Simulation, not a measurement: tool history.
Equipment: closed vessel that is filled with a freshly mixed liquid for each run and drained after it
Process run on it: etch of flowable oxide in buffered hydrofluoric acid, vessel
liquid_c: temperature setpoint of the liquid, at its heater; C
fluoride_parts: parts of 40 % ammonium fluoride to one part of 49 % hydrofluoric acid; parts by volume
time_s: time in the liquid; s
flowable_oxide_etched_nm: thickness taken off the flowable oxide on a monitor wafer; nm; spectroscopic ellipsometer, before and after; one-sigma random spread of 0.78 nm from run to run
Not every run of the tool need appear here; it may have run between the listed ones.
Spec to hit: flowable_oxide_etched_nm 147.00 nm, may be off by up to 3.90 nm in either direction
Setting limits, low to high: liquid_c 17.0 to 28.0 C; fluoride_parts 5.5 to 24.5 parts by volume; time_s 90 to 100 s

run    day  liquid_c  fluoride_parts  time_s  flowable_oxide_etched_nm
  1  0.000      20.0            15.0      90                    207.72
  2  0.171      20.0            15.0     100                    228.51
  3  0.354      19.0            16.5     100                    196.60
  4  0.692      20.5            16.5     100                    214.75
  5  0.958      19.5            17.5     100                    191.22
  6  1.229      19.5            17.5     100                    191.71
  7  1.271      19.0            18.0     100                    182.52
  8  1.325      18.5            18.5     100                    170.38
  9  1.554      18.0            19.0     100                    163.73

Which single option among these 5 for the next run brings every result within its allowed miss of target? Just one does.
  A  1.783      17.0            19.0     100                         ?
  B  1.783      18.0            19.0      90                         ?
  C  1.783      17.5            17.0     100                         ?
  D  1.783      17.5            20.0      90                         ?
  E  1.783      18.5            19.0      95                         ?

move  flowable_oxide_etched_nm
   A                    153.38
   B                    146.08
   C                    176.10
   D                    134.99
   E                    158.59
A: closer than the last run, but not yet in spec
B: each result inside its tolerance
C: its largest miss is bigger than the last run's
D: takes the result that was furthest off past its target
E: closer than the last run, but not yet in spec
B is the move that brings every result within its allowed miss.
